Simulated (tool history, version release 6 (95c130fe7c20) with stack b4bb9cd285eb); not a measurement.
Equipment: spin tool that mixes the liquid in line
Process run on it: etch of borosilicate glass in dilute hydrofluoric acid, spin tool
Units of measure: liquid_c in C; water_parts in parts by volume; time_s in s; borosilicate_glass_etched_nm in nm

run  hour  liquid_c  water_parts  time_s  borosilicate_glass_etched_nm
  1     0        21          185      55                         9.042
  2     5        20          200      55                        8.0893
  3   6.4        19          215      55                        6.9727
  4  10.5        22          215      55                        7.8763
  5  16.4      20.5          220      55                         7.377
  6  21.6        23          220      55                        8.0307
  7    29      21.5          225      55                        7.3807
  8  36.8        20          230      55                         6.779
  9  44.9        20          230      55                        6.7583

Estimate the outcome of run 10 from the log above:
 10  51.6        19          235      55                             ?

{"run 10": {"borosilicate_glass_etched_nm": 6.4539}}
